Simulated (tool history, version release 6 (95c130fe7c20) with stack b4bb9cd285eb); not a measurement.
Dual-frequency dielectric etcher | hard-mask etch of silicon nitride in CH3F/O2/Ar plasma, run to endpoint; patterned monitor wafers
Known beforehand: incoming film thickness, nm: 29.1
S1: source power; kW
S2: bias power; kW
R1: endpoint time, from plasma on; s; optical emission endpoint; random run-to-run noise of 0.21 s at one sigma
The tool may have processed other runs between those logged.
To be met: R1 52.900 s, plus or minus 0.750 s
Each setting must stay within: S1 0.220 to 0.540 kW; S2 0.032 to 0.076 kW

run    day     S1     S2      R1
  1  0.000  0.380  0.054  45.976
  2  0.092  0.400  0.054  45.228
  3  0.342  0.380  0.054  46.366
  4  0.654  0.380  0.050  46.617
  5  0.738  0.410  0.050  45.798
  6  0.975  0.410  0.046  46.631
  7  0.996  0.390  0.046  47.281
  8  1.112  0.370  0.046  48.175
  9  1.375  0.350  0.046  48.880
     1.662  -- wet clean of the chamber
 10  1.662  0.340  0.046  50.538
 11  2.033  0.330  0.046  51.189
 12  2.221  0.320  0.046  51.648

Exactly one of the 5 candidate moves below puts every result within its allowed miss. Which one?
  A  2.408  0.280  0.072   ?
  B  2.408  0.260  0.062   ?
  C  2.408  0.250  0.049   ?
  D  2.408  0.330  0.055   ?
  E  2.408  0.290  0.049   ?

move      R1
   A  48.691
   B  51.720
   C  55.253
   D  49.281
   E  52.712
A: lands further from the targets than the last run did
B: gains on the last run, yet a result remains outside its allowed miss
C: moves the result that the last run missed by most past its target, out the other side
D: lands further from the targets than the last run did
E: each result inside its tolerance
Go with E: it meets all targets.

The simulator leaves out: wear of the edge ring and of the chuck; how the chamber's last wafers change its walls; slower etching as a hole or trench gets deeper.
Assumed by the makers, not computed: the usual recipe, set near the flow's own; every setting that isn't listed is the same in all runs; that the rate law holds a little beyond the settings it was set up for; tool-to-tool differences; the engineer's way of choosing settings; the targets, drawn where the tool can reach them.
